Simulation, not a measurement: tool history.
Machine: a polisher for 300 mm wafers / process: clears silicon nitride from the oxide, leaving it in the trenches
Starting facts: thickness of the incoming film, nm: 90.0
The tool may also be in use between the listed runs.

run,day,flow of slurry (ml/min),pressure of the wafer on the pad (kPa),speed of the pad under the wafer (m/s),overpolish time after the end point (s),time until the end point was called (s)
1,0.000,225,13.1,1.10,4,117.620
2,0.204,225,13.1,1.10,4,116.870
3,0.475,230,14.5,1.10,4,104.550
4,0.638,210,14.5,1.10,4,108.850
5,0.904,240,15.2,1.10,4,100.290
6,1.004,240,15.2,1.32,4,86.431
7,1.229,250,15.2,1.32,4,85.593
8,1.533,260,15.2,1.32,4,85.225

Run 9 has not been measured yet. What should we expect?
9,1.783,265,15.2,1.32,4,?

Run 9 produced time until the end point was called (s) 85.097.
